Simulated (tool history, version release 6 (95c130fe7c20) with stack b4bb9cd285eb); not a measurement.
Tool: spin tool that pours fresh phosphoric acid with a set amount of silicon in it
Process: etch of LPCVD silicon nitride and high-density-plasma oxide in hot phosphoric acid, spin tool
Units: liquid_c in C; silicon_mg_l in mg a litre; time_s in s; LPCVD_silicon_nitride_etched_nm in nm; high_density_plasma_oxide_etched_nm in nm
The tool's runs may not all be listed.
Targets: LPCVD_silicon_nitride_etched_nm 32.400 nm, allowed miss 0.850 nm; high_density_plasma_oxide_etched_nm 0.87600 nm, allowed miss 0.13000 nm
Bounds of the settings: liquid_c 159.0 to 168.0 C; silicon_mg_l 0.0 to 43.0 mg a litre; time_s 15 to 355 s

run,hour,liquid_c,silicon_mg_l,time_s,LPCVD_silicon_nitride_etched_nm,high_density_plasma_oxide_etched_nm
1,0.0,164.0,19.0,180,17.356,0.80095
2,4.7,164.0,21.5,190,17.945,0.79954
3,6.3,164.0,27.0,190,18.013,0.70553
4,12.4,162.0,27.0,190,16.647,0.59443
5,20.9,160.5,27.0,190,15.986,0.53916
6,25.6,161.0,28.5,200,17.317,0.53217
7,28.5,161.5,29.5,210,18.161,0.59732
8,31.5,161.5,31.0,220,19.067,0.60095
9,39.4,164.0,43.0,305,28.883,0.48660
10,41.5,165.0,31.0,320,31.476,1.11680
11,50.4,165.0,31.5,320,31.829,1.07500
12,51.4,165.0,32.0,320,31.042,1.03490

Which of these 5 next moves meets every target?
A,52.4,168.0,40.5,280,?,?
B,52.4,166.5,25.0,295,?,?
C,52.4,167.5,38.0,305,?,?
D,52.4,166.0,35.5,295,?,?
E,52.4,164.0,32.5,315,?,?

move,LPCVD_silicon_nitride_etched_nm,high_density_plasma_oxide_etched_nm
A,30.493,0.69508
B,30.598,1.36070
C,32.681,0.85651
D,30.103,0.85317
E,30.102,0.90944
A: further off than the last run
B: further off than the last run
C: meets every target
D: further off than the last run
E: further off than the last run
The right move is C.
